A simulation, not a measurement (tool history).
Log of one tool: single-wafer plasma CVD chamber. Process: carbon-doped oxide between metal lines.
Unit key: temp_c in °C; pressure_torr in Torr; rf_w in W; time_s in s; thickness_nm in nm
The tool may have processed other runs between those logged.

run 1 day=0.000 | temp_c=350 pressure_torr=4.52 rf_w=495 time_s=12.0 | thickness_nm=59.327
run 2 day=0.350 | temp_c=347 pressure_torr=4.77 rf_w=500 time_s=12.0 | thickness_nm=60.888
run 3 day=0.650 | temp_c=344 pressure_torr=4.93 rf_w=505 time_s=12.0 | thickness_nm=62.521
run 4 day=0.812 | temp_c=344 pressure_torr=4.93 rf_w=505 time_s=11.4 | thickness_nm=58.641
run 5 day=1.133 | temp_c=344 pressure_torr=5.63 rf_w=505 time_s=11.4 | thickness_nm=60.289
run 6 day=1.338 | temp_c=344 pressure_torr=5.63 rf_w=550 time_s=11.4 | thickness_nm=63.175
run 7 day=1.479 | temp_c=342 pressure_torr=5.71 rf_w=550 time_s=11.4 | thickness_nm=64.364

Run 8, settings as shown, results not yet in. Your forecast:
run 8 day=1.600 | temp_c=341 pressure_torr=5.75 rf_w=550 time_s=11.4 | thickness_nm=?

thickness_nm: 64.375 nm
